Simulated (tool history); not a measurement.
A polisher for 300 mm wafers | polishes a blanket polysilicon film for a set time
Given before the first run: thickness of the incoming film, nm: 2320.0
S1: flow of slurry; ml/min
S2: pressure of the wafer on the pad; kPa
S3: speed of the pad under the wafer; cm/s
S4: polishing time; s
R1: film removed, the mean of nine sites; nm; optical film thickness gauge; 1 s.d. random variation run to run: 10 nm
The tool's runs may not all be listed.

run    day   S1    S2   S3  S4      R1
  1  0.000  170  18.6  122  79  717.50
  2  0.267  175  20.0  122  79  756.50
  3  0.450  175  21.4  122  79  820.03
  4  0.492  175  24.8  122  79  909.01
  5  0.700  175  24.8  122  79  904.26
  6  0.962  175  24.8  122  79  904.79

Forecast run 7:
  7  1.196  180  25.5  122  79   ?

R1: 921.64 nm
